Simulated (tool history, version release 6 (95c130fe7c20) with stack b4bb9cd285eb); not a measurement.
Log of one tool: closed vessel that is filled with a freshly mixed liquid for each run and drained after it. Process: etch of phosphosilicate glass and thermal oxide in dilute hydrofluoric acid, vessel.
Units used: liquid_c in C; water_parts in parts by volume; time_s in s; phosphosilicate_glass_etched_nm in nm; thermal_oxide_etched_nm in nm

run	hour	liquid_c	water_parts	time_s	phosphosilicate_glass_etched_nm	thermal_oxide_etched_nm
1	0.0	24.0	155	60	22.477	1.6827
2	0.9	26.5	155	60	24.445	1.8152
3	4.1	26.5	155	45	18.413	1.3758
4	8.5	27.5	135	45	22.352	1.7038
5	10.6	30.0	135	45	24.825	1.8664
6	15.1	30.5	120	45	28.579	2.1634
7	18.1	31.0	110	45	32.279	2.4913
8	27.0	31.0	105	45	34.301	2.5867
9	34.1	31.0	100	45	36.522	2.7580
10	37.9	31.0	95	45	38.510	3.0157

Predict the results of run 11:
11	38.5	31.0	90	45	?	?

{"run 11": {"phosphosilicate_glass_etched_nm": 40.781, "thermal_oxide_etched_nm": 3.0468}}
